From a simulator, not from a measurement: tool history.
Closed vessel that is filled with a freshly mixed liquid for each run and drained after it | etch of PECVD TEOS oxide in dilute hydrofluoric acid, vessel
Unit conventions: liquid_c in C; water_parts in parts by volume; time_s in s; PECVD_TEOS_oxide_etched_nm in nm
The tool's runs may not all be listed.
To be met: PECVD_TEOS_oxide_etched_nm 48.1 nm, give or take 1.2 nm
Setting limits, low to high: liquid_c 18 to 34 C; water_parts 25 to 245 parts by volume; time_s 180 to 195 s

run 1 day=0 | liquid_c=26 water_parts=135 time_s=180 | PECVD_TEOS_oxide_etched_nm=12.857
run 2 day=0.088 | liquid_c=26 water_parts=185 time_s=180 | PECVD_TEOS_oxide_etched_nm=8.9217
run 3 day=0.458 | liquid_c=24.5 water_parts=185 time_s=180 | PECVD_TEOS_oxide_etched_nm=8.4657
run 4 day=0.817 | liquid_c=26 water_parts=165 time_s=180 | PECVD_TEOS_oxide_etched_nm=10.238
run 5 day=0.946 | liquid_c=27 water_parts=145 time_s=180 | PECVD_TEOS_oxide_etched_nm=12.313
run 6 day=1.125 | liquid_c=27 water_parts=185 time_s=180 | PECVD_TEOS_oxide_etched_nm=9.1918
run 7 day=1.408 | liquid_c=28 water_parts=165 time_s=180 | PECVD_TEOS_oxide_etched_nm=10.96
run 8 day=1.638 | liquid_c=29 water_parts=145 time_s=180 | PECVD_TEOS_oxide_etched_nm=13.19
run 9 day=1.688 | liquid_c=29.5 water_parts=130 time_s=180 | PECVD_TEOS_oxide_etched_nm=15.326
run 10 day=1.946 | liquid_c=30 water_parts=115 time_s=180 | PECVD_TEOS_oxide_etched_nm=18.03
run 11 day=2.004 | liquid_c=30.5 water_parts=105 time_s=180 | PECVD_TEOS_oxide_etched_nm=20.543
run 12 day=2.292 | liquid_c=31 water_parts=95 time_s=180 | PECVD_TEOS_oxide_etched_nm=23.102
run 13 day=2.621 | liquid_c=31.5 water_parts=85 time_s=180 | PECVD_TEOS_oxide_etched_nm=26.763
run 14 day=2.846 | liquid_c=31.5 water_parts=85 time_s=180 | PECVD_TEOS_oxide_etched_nm=27.151
run 15 day=3.092 | liquid_c=32 water_parts=80 time_s=180 | PECVD_TEOS_oxide_etched_nm=29.31
run 16 day=3.404 | liquid_c=32.5 water_parts=75 time_s=180 | PECVD_TEOS_oxide_etched_nm=32.381
run 17 day=3.6 | liquid_c=34 water_parts=35 time_s=180 | PECVD_TEOS_oxide_etched_nm=78.921
run 18 day=3.621 | liquid_c=32.5 water_parts=35 time_s=180 | PECVD_TEOS_oxide_etched_nm=72.641
run 19 day=3.829 | liquid_c=32.5 water_parts=35 time_s=180 | PECVD_TEOS_oxide_etched_nm=72.917
run 20 day=3.971 | liquid_c=32.5 water_parts=40 time_s=180 | PECVD_TEOS_oxide_etched_nm=63.82
run 21 day=4.054 | liquid_c=32.5 water_parts=50 time_s=180 | PECVD_TEOS_oxide_etched_nm=49.876

Which one of the following 5 next-run settings gets every result inside its allowed miss? There is exactly one.
run A day=4.138 | liquid_c=33.5 water_parts=55 time_s=185 | PECVD_TEOS_oxide_etched_nm=?
run B day=4.138 | liquid_c=34 water_parts=55 time_s=195 | PECVD_TEOS_oxide_etched_nm=?
run C day=4.138 | liquid_c=31 water_parts=50 time_s=195 | PECVD_TEOS_oxide_etched_nm=?
run D day=4.138 | liquid_c=32.5 water_parts=50 time_s=185 | PECVD_TEOS_oxide_etched_nm=?
run E day=4.138 | liquid_c=33.5 water_parts=50 time_s=185 | PECVD_TEOS_oxide_etched_nm=?

move=A PECVD_TEOS_oxide_etched_nm=48.379
move=B PECVD_TEOS_oxide_etched_nm=51.97
move=C PECVD_TEOS_oxide_etched_nm=51.368
move=D PECVD_TEOS_oxide_etched_nm=51.646
move=E PECVD_TEOS_oxide_etched_nm=53.663
A: hits every target within its allowed miss
B: the biggest miss grows against the last run
C: the biggest miss grows against the last run
D: the biggest miss grows against the last run
E: the biggest miss grows against the last run
A is the move that brings every result within its allowed miss.
